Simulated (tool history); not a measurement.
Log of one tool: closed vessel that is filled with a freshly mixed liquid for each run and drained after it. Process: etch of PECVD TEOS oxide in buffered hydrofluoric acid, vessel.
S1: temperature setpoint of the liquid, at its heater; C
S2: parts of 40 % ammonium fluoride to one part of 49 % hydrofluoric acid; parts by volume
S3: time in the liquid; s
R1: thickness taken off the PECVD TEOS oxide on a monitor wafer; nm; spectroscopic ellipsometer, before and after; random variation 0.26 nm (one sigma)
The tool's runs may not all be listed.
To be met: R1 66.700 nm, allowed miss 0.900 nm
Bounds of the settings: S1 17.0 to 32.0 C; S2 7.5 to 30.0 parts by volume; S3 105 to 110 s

run,day,S1,S2,S3,R1
1,0.000,24.0,20.5,105,94.247
2,0.138,24.0,20.5,110,99.177
3,0.242,23.5,20.5,110,96.537
4,0.317,23.5,25.5,110,82.691
5,0.600,23.0,25.5,110,80.345
6,0.779,22.5,25.5,110,78.741
7,1.112,22.0,25.5,110,76.284
8,1.338,21.5,25.5,110,73.923
9,1.371,20.5,25.5,110,70.329

Which of these 4 next moves meets every target?
A,1.404,22.0,25.0,105,?
B,1.404,20.5,24.0,110,?
C,1.404,20.5,27.5,110,?
D,1.404,19.0,21.5,110,?

move,R1
A,73.501
B,72.841
C,66.301
D,72.225
A: further off than the last run
B: further off than the last run
C: meets every target
D: further off than the last run
Move C is the one to make.
